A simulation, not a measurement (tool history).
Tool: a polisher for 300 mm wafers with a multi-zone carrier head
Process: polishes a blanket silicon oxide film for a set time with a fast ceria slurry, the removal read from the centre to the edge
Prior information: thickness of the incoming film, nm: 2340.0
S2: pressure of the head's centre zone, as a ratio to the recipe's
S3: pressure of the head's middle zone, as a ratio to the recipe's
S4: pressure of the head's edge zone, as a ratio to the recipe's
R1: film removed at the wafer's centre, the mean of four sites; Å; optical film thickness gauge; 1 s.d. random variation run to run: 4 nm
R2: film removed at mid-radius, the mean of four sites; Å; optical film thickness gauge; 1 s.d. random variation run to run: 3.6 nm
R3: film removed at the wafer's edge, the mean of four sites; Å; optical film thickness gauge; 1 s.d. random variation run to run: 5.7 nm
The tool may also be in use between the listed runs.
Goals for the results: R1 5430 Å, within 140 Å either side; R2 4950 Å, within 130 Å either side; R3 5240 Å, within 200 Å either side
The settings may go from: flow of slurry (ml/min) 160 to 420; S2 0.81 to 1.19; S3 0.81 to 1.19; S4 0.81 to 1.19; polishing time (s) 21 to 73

{"run": 1, "hour": 0.0, "flow of slurry (ml/min)": 270, "S2": 1, "S3": 1, "S4": 1, "polishing time (s)": 47, "R1": 4773.6, "R2": 4677.4, "R3": 4726.3}
{"run": 2, "hour": 1.0, "flow of slurry (ml/min)": 285, "S2": 1.02, "S3": 1, "S4": 1.03, "polishing time (s)": 47, "R1": 4922, "R2": 4763.9, "R3": 4935.3}
{"run": 3, "hour": 7.2, "flow of slurry (ml/min)": 300, "S2": 1.03, "S3": 1, "S4": 1.03, "polishing time (s)": 47, "R1": 4901.7, "R2": 4810.4, "R3": 4876.5}
{"run": 4, "hour": 11.1, "flow of slurry (ml/min)": 250, "S2": 1.03, "S3": 1, "S4": 1.03, "polishing time (s)": 47, "R1": 4830.2, "R2": 4716, "R3": 4875.8}
{"run": 5, "hour": 16.0, "flow of slurry (ml/min)": 250, "S2": 1.03, "S3": 1.05, "S4": 1.03, "polishing time (s)": 47, "R1": 4814.2, "R2": 4936.1, "R3": 4827.2}
{"run": 6, "hour": 23.7, "flow of slurry (ml/min)": 265, "S2": 1.05, "S3": 1.04, "S4": 1.04, "polishing time (s)": 47, "R1": 4994, "R2": 4860.9, "R3": 4864.7}
{"run": 7, "hour": 30.9, "flow of slurry (ml/min)": 275, "S2": 1.06, "S3": 1.04, "S4": 1.06, "polishing time (s)": 47, "R1": 4968.1, "R2": 4985, "R3": 4975.4}
{"run": 8, "hour": 39.3, "flow of slurry (ml/min)": 280, "S2": 1.08, "S3": 1.03, "S4": 1.07, "polishing time (s)": 47, "R1": 5128.1, "R2": 4885.6, "R3": 4896.4}
{"run": 9, "hour": 47.7, "flow of slurry (ml/min)": 285, "S2": 1.09, "S3": 1.02, "S4": 1.09, "polishing time (s)": 47, "R1": 5129.4, "R2": 4838.5, "R3": 4998.6}
{"run": 10, "hour": 52.9, "flow of slurry (ml/min)": 290, "S2": 1.1, "S3": 1.02, "S4": 1.1, "polishing time (s)": 47, "R1": 5124.1, "R2": 4888.1, "R3": 5040.6}
{"run": 11, "hour": 57.1, "flow of slurry (ml/min)": 295, "S2": 1.11, "S3": 1.02, "S4": 1.11, "polishing time (s)": 47, "R1": 5237, "R2": 4890.3, "R3": 5102.9}
{"run": 12, "hour": 58.9, "flow of slurry (ml/min)": 300, "S2": 1.12, "S3": 1.02, "S4": 1.12, "polishing time (s)": 47, "R1": 5180.7, "R2": 4842.7, "R3": 5118.1}
{"run": 13, "hour": 60.2, "flow of slurry (ml/min)": 320, "S2": 1.17, "S3": 1.03, "S4": 1.14, "polishing time (s)": 48, "R1": 5675.6, "R2": 5014.7, "R3": 5291.1}
{"run": 14, "hour": 61.2, "flow of slurry (ml/min)": 315, "S2": 1.16, "S3": 1.03, "S4": 1.14, "polishing time (s)": 48, "R1": 5612.8, "R2": 5006.4, "R3": 5171.8}

Below are 4 possible settings for the next run. Only one of them brings all results inside the allowed miss of their targets. Which is it?
{"run": "A", "hour": 62.2, "flow of slurry (ml/min)": 255, "S2": 1.19, "S3": 1, "S4": 1.17, "polishing time (s)": 50, "R1": "?", "R2": "?", "R3": "?"}
{"run": "B", "hour": 62.2, "flow of slurry (ml/min)": 340, "S2": 1.15, "S3": 1.03, "S4": 1.16, "polishing time (s)": 47, "R1": "?", "R2": "?", "R3": "?"}
{"run": "C", "hour": 62.2, "flow of slurry (ml/min)": 325, "S2": 1.17, "S3": 0.99, "S4": 1.15, "polishing time (s)": 48, "R1": "?", "R2": "?", "R3": "?"}
{"run": "D", "hour": 62.2, "flow of slurry (ml/min)": 350, "S2": 1.15, "S3": 0.97, "S4": 1.09, "polishing time (s)": 49, "R1": "?", "R2": "?", "R3": "?"}

move=A R1=5879.3 R2=5023.8 R3=5463.9
move=B R1=5518.1 R2=4967.1 R3=5213.6
move=C R1=5696.5 R2=4887.6 R3=5292.4
move=D R1=5764.8 R2=4934.2 R3=5303.2
A: moves away from the targets compared with the last run
B: every result within its allowed miss
C: moves away from the targets compared with the last run
D: moves away from the targets compared with the last run
Correct choice: B, which meets every target

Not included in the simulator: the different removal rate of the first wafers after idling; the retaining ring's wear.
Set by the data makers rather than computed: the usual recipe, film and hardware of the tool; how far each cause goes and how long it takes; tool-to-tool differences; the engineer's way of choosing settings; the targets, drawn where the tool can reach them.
